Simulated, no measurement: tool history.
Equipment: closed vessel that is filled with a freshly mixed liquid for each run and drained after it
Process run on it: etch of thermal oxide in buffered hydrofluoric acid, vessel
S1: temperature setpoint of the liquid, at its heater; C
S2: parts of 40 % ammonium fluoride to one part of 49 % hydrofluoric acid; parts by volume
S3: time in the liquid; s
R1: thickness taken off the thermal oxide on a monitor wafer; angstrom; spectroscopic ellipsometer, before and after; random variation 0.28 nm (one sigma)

Run 1, hour 0: S1 25 C, S2 8 parts by volume, S3 30 s. Result: R1 461.24 angstrom.
Run 2, hour 4.4: S1 25 C, S2 9 parts by volume, S3 30 s. Result: R1 423.51 angstrom.
Run 3, hour 7: S1 25 C, S2 9 parts by volume, S3 30 s. Result: R1 420.64 angstrom.
Run 4, hour 9.1: S1 25 C, S2 9 parts by volume, S3 30 s. Result: R1 423.21 angstrom.
Run 5, hour 13.8: S1 25 C, S2 9 parts by volume, S3 30 s. Result: R1 415.43 angstrom.
Run 6, hour 20.8: S1 25 C, S2 9 parts by volume, S3 30 s. Result: R1 420.94 angstrom.

The next listed run, before its measurement:
At hour 21.8: hydrofluoric acid flow meter replaced.
Run 7, hour 21.8: S1 21 C, S2 9 parts by volume, S3 30 s. Result: R1 ?.

R1: 363.69 angstrom
